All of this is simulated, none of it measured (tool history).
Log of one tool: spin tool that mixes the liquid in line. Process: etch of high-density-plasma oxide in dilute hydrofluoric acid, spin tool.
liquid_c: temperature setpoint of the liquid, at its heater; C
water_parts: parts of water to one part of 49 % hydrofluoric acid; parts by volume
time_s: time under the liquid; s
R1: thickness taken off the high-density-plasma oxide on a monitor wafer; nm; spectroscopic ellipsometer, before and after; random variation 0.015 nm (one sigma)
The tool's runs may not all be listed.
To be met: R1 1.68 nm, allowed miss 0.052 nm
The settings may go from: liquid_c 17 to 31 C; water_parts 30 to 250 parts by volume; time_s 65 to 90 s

{"run": 1, "hour": 0.0, "liquid_c": 23, "water_parts": 140, "time_s": 90, "R1": 2.9099}
{"run": 2, "hour": 6.3, "liquid_c": 23, "water_parts": 140, "time_s": 65, "R1": 2.1125}
{"run": 3, "hour": 11.1, "liquid_c": 23, "water_parts": 95, "time_s": 65, "R1": 3.2722}
{"run": 4, "hour": 16.0, "liquid_c": 22, "water_parts": 105, "time_s": 65, "R1": 2.8373}
{"run": 5, "hour": 24.7, "liquid_c": 21, "water_parts": 110, "time_s": 65, "R1": 2.5863}
{"run": 6, "hour": 27.7, "liquid_c": 19.5, "water_parts": 110, "time_s": 65, "R1": 2.4028}
{"run": 7, "hour": 34.6, "liquid_c": 19, "water_parts": 115, "time_s": 65, "R1": 2.2417}
{"run": 8, "hour": 43.5, "liquid_c": 19, "water_parts": 115, "time_s": 65, "R1": 2.2662}
{"run": 9, "hour": 47.7, "liquid_c": 18.5, "water_parts": 120, "time_s": 65, "R1": 2.1049}
{"run": 10, "hour": 50.3, "liquid_c": 18, "water_parts": 125, "time_s": 65, "R1": 1.9729}
{"run": 11, "hour": 51.0, "liquid_c": 18, "water_parts": 130, "time_s": 65, "R1": 1.8563}
{"run": 12, "hour": 54.9, "liquid_c": 17.5, "water_parts": 135, "time_s": 65, "R1": 1.7819}

Which of these 5 next moves meets every target?
{"run": "A", "hour": 58.8, "liquid_c": 17, "water_parts": 140, "time_s": 65, "R1": "?"}
{"run": "B", "hour": 58.8, "liquid_c": 17, "water_parts": 125, "time_s": 65, "R1": "?"}
{"run": "C", "hour": 58.8, "liquid_c": 18, "water_parts": 125, "time_s": 65, "R1": "?"}
{"run": "D", "hour": 58.8, "liquid_c": 19, "water_parts": 135, "time_s": 65, "R1": "?"}
{"run": "E", "hour": 58.8, "liquid_c": 20, "water_parts": 135, "time_s": 65, "R1": "?"}

move=A R1=1.6852
move=B R1=1.9157
move=C R1=1.9967
move=D R1=1.9061
move=E R1=1.9846
A: meets every target
B: further off than the last run
C: further off than the last run
D: further off than the last run
E: further off than the last run
The right move is A.
